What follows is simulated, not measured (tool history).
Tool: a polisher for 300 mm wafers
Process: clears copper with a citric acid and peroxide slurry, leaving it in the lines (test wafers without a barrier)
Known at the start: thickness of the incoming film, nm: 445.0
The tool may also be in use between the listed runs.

run	day	flow of slurry (ml/min)	pressure of the wafer on the pad (kPa)	speed of the pad under the wafer (m/s)	abrasive content of the slurry	overpolish time after the end point (s)	time until the end point was called (s)	dishing of a wide line in a test structure (Å)
1	0.000	230	20.7	1.38	1.00	12	156.61	222.36
2	0.217	230	22.1	1.38	1.00	12	147.11	233.58
3	0.412	230	23.4	1.38	1.00	12	137.87	241.48
4	0.679	230	24.1	1.40	1.00	12	133.49	259.56
5	0.775	230	24.1	1.40	0.95	12	132.78	256.61
6	0.838	230	24.1	1.06	0.95	12	168.84	213.72

Run 7 has not been measured yet. What should we expect?
7	1.192	235	29.6	1.30	1.00	14	?	?

{"run 7": {"time until the end point was called (s)": 113.82, "dishing of a wide line in a test structure (Å)": 345.93}}

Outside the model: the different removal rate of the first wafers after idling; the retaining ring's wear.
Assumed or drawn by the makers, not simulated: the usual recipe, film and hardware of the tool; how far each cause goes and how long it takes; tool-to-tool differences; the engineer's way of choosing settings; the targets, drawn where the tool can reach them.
